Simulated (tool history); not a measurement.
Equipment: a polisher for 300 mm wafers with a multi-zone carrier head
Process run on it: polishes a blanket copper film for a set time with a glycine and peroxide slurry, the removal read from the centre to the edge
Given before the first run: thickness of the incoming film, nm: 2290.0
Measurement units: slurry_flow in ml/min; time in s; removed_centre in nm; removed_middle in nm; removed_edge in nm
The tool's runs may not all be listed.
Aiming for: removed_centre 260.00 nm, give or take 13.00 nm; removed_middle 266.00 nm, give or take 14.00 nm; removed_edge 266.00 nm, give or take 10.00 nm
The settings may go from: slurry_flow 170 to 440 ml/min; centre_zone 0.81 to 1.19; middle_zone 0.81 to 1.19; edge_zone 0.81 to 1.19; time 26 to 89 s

run,hour,slurry_flow,centre_zone,middle_zone,edge_zone,time,removed_centre,removed_middle,removed_edge
1,0.0,280,1.00,1.00,1.00,57,334.78,315.25,311.54
2,0.7,280,1.00,1.00,1.00,52,310.81,295.65,281.51
3,6.1,220,1.00,1.00,1.00,52,295.00,278.36,278.16
4,13.9,215,0.98,1.00,1.00,52,290.34,284.37,278.60
5,20.2,215,0.98,1.00,1.00,38,214.34,208.60,202.86
6,29.1,215,0.98,1.01,1.03,41,230.75,221.73,220.91
7,31.3,220,0.97,1.03,1.05,43,239.70,239.06,235.34
8,35.5,225,0.97,1.04,1.08,44,240.37,249.73,247.11
9,40.1,235,0.98,1.04,1.09,44,255.47,249.10,249.25
10,43.6,240,0.97,1.05,1.10,44,243.92,256.35,250.21

Exercise: of the 4 proposed moves below, exactly one satisfies all targets within the stated allowed misses. Which move is it?
A,47.1,200,0.96,1.05,1.10,48,?,?,?
B,47.1,170,0.82,0.99,1.19,50,?,?,?
C,47.1,340,1.01,1.10,1.08,39,?,?,?
D,47.1,175,0.83,1.03,1.18,49,?,?,?

move,removed_centre,removed_middle,removed_edge
A,265.60,275.16,267.48
B,227.99,266.20,283.81
C,244.84,247.58,226.47
D,227.77,270.22,277.99
A: all results land within tolerance of their targets
B: pushes the last run's worst result past its target
C: misses by more than the last run did
D: pushes the last run's worst result past its target
Answer: A
